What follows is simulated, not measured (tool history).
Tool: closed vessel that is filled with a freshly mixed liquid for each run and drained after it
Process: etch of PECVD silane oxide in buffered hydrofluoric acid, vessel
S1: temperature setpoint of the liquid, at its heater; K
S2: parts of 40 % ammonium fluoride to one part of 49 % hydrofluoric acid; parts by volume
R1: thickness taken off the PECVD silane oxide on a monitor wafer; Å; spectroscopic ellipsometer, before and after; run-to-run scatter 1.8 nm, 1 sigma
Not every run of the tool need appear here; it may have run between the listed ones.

{"run": 1, "hour": 0.0, "S1": 298.15, "S2": 11.5, "time in the liquid (s)": 85, "R1": 4003.8}
{"run": 2, "hour": 9.0, "S1": 298.15, "S2": 11.5, "time in the liquid (s)": 95, "R1": 4484.4}
{"run": 3, "hour": 17.0, "S1": 295.65, "S2": 12, "time in the liquid (s)": 95, "R1": 3723.7}
{"run": 4, "hour": 25.6, "S1": 295.65, "S2": 12, "time in the liquid (s)": 85, "R1": 3317.9}
{"run": 5, "hour": 32.4, "S1": 294.15, "S2": 12, "time in the liquid (s)": 85, "R1": 3034.8}
{"run": 6, "hour": 37.6, "S1": 293.15, "S2": 12, "time in the liquid (s)": 85, "R1": 2910.9}
{"run": 7, "hour": 42.2, "S1": 292.15, "S2": 12, "time in the liquid (s)": 85, "R1": 2717.7}

Expected results for the next run?
{"run": 8, "hour": 49.7, "S1": 291.65, "S2": 12, "time in the liquid (s)": 85, "R1": "?"}

{"run 8": {"R1": 2649}}
